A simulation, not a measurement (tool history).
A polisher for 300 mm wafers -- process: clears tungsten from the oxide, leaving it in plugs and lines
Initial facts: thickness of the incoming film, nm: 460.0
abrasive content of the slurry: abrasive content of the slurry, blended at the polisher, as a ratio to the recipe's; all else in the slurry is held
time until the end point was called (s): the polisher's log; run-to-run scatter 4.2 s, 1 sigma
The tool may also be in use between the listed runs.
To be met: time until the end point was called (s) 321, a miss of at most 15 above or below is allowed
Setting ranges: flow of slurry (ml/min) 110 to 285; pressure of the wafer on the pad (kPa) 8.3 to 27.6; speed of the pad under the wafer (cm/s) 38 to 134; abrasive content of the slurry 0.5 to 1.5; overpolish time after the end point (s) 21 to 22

| run | hour | flow of slurry (ml/min) | pressure of the wafer on the pad (kPa) | speed of the pad under the wafer (cm/s) | abrasive content of the slurry | overpolish time after the end point (s) | time until the end point was called (s) |
|---|---|---|---|---|---|---|---|
| 1 | 0 | 180 | 17.9 | 86 | 1 | 21 | 218.72 |
| 2 | 3.2 | 150 | 17.9 | 86 | 1 | 21 | 225.97 |
| 3 | 8.2 | 150 | 16.5 | 86 | 1 | 21 | 240.45 |
| 4 | 17 | 150 | 18.6 | 86 | 1 | 21 | 221.3 |
| 5 | 23.9 | 150 | 18.6 | 86 | 1.1 | 21 | 214.75 |
| 6 | 27.9 | 150 | 17.2 | 86 | 1.1 | 21 | 228.57 |
| 7 | 30.7 | 150 | 12.4 | 82 | 1.1 | 21 | 285.63 |
| 8 | 31.5 | 150 | 11.7 | 82 | 1.1 | 21 | 294.25 |
| 9 | 35.2 | 150 | 11 | 82 | 1.1 | 21 | 309.01 |

Of the 5 settings listed for the next run, only one would bring every result within its allowed miss of target. Which one?
| A | 38.9 | 125 | 9.7 | 92 | 1.45 | 21 | ? |
| B | 38.9 | 110 | 13.1 | 88 | 1.15 | 21 | ? |
| C | 38.9 | 155 | 11 | 88 | 1 | 21 | ? |
| D | 38.9 | 150 | 11 | 78 | 1.1 | 22 | ? |
| E | 38.9 | 175 | 11.7 | 80 | 1.2 | 22 | ? |

| move | time until the end point was called (s) |
|---|---|
| A | 283.77 |
| B | 278.99 |
| C | 289.82 |
| D | 320.78 |
| E | 289.69 |
A: further off than the last run
B: further off than the last run
C: further off than the last run
D: every result within its allowed miss
E: further off than the last run
Answer: D
